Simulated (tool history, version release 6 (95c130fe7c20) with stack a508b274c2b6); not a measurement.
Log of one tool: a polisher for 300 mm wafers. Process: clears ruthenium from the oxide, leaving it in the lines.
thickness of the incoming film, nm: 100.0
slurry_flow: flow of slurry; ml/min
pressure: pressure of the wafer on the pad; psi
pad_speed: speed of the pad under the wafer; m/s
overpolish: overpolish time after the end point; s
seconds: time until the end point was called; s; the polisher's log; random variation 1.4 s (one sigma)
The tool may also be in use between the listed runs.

run,hour,slurry_flow,pressure,pad_speed,overpolish,seconds
1,0.0,245,1.4,1.04,8,150.34
2,7.9,245,1.0,1.04,8,208.69
3,12.0,245,0.7,1.04,8,295.30
4,15.3,245,0.7,0.88,8,344.54
5,24.3,245,0.6,0.88,8,397.48
6,32.7,245,0.9,0.88,8,271.77

The next listed run, before its measurement:
7,36.1,245,1.1,0.88,8,?

seconds: 224.06 s
